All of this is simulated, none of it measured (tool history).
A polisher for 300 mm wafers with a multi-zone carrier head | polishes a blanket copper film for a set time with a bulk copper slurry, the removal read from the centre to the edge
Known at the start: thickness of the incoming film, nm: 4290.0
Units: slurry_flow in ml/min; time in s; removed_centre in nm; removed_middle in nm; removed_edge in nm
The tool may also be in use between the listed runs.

run 1 hour=0 | slurry_flow=190 centre_zone=1 middle_zone=1 edge_zone=1 slurry_solids=1 time=48 | removed_centre=429.05 removed_middle=412.99 removed_edge=412.91
run 2 hour=1.1 | slurry_flow=195 centre_zone=0.98 middle_zone=1.02 edge_zone=1.01 slurry_solids=1 time=48 | removed_centre=427.23 removed_middle=421.38 removed_edge=428.23
run 3 hour=3.6 | slurry_flow=195 centre_zone=0.98 middle_zone=1.02 edge_zone=1.01 slurry_solids=1 time=38 | removed_centre=328.79 removed_middle=336.8 removed_edge=327.82
run 4 hour=10.4 | slurry_flow=155 centre_zone=0.98 middle_zone=1.02 edge_zone=1.01 slurry_solids=1 time=38 | removed_centre=325.88 removed_middle=322.28 removed_edge=324.86
run 5 hour=19 | slurry_flow=155 centre_zone=0.98 middle_zone=1.02 edge_zone=1.05 slurry_solids=1 time=38 | removed_centre=323.93 removed_middle=320.96 removed_edge=318.98
run 6 hour=25.9 | slurry_flow=165 centre_zone=0.97 middle_zone=1.03 edge_zone=1.05 slurry_solids=1.05 time=39 | removed_centre=327.35 removed_middle=338.48 removed_edge=338.97
run 7 hour=26.7 | slurry_flow=175 centre_zone=0.97 middle_zone=1.05 edge_zone=1.05 slurry_solids=1.1 time=40 | removed_centre=344.29 removed_middle=361.99 removed_edge=359.96
run 8 hour=30.9 | slurry_flow=175 centre_zone=0.97 middle_zone=1.05 edge_zone=1.05 slurry_solids=1.1 time=40 | removed_centre=347.71 removed_middle=359.68 removed_edge=359.65
run 9 hour=34.9 | slurry_flow=225 centre_zone=0.89 middle_zone=1.15 edge_zone=1.15 slurry_solids=1.35 time=43 | removed_centre=368.62 removed_middle=452.68 removed_edge=429.95
run 10 hour=43.1 | slurry_flow=230 centre_zone=0.89 middle_zone=1.15 edge_zone=1.15 slurry_solids=1.35 time=43 | removed_centre=387.21 removed_middle=457.25 removed_edge=429.53
run 11 hour=51.2 | slurry_flow=265 centre_zone=0.83 middle_zone=1.19 edge_zone=1.19 slurry_solids=1.4 time=43 | removed_centre=363.45 removed_middle=481.09 removed_edge=444.95

Forecast run 12:
run 12 hour=55.3 | slurry_flow=265 centre_zone=0.84 middle_zone=1.19 edge_zone=1.19 slurry_solids=1.4 time=43 | removed_centre=? removed_middle=? removed_edge=?

removed_centre: 370.2 nm
removed_middle: 478.69 nm
removed_edge: 447.11 nm
